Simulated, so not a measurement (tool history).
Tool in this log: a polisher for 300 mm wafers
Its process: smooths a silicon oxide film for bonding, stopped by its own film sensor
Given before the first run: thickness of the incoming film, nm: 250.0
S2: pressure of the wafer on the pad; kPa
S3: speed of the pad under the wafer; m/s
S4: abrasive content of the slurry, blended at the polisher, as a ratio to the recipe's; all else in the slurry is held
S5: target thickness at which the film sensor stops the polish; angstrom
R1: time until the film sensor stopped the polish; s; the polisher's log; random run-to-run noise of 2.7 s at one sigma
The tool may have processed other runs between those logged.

{"run": 1, "hour": 0.0, "flow of slurry (ml/min)": 190, "S2": 12.4, "S3": 1.16, "S4": 1, "S5": 1900, "R1": 94.693}
{"run": 2, "hour": 4.6, "flow of slurry (ml/min)": 190, "S2": 12.4, "S3": 1.16, "S4": 1.2, "S5": 1900, "R1": 90.419}
{"run": 3, "hour": 11.3, "flow of slurry (ml/min)": 190, "S2": 11, "S3": 1.14, "S4": 1.2, "S5": 1900, "R1": 95.958}
{"run": 4, "hour": 14.9, "flow of slurry (ml/min)": 190, "S2": 11, "S3": 1.14, "S4": 1.35, "S5": 1900, "R1": 90.78}
{"run": 5, "hour": 18.9, "flow of slurry (ml/min)": 190, "S2": 9.7, "S3": 1.08, "S4": 1.35, "S5": 1900, "R1": 104.87}
{"run": 6, "hour": 24.0, "flow of slurry (ml/min)": 190, "S2": 9, "S3": 1.04, "S4": 1.35, "S5": 1900, "R1": 112.84}
{"run": 7, "hour": 31.4, "flow of slurry (ml/min)": 190, "S2": 8.3, "S3": 1.02, "S4": 1.35, "S5": 1900, "R1": 117.01}

Expected results for the next run?
{"run": 8, "hour": 36.0, "flow of slurry (ml/min)": 190, "S2": 7.6, "S3": 0.98, "S4": 1.35, "S5": 1900, "R1": "?"}

For run 8 the tool returned R1 124.24 s.
